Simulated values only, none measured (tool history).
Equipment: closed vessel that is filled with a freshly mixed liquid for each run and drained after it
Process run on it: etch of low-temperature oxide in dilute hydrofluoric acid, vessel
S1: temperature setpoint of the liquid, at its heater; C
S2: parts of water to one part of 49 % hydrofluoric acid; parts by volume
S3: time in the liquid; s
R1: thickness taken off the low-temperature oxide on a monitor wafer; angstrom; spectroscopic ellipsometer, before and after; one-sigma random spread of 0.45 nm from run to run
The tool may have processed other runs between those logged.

run	hour	S1	S2	S3	R1
1	0	23	65	305	806.04
2	4.9	26	65	305	944.65
3	10.5	26	65	325	986.53
4	17.9	24.5	65	325	930.14
5	23.5	24.5	85	325	700.84
6	25.4	24.5	85	325	686.91

What will run 7 give?
7	27.1	24.5	85	325	?

Run 7 yielded R1 694.12 angstrom.
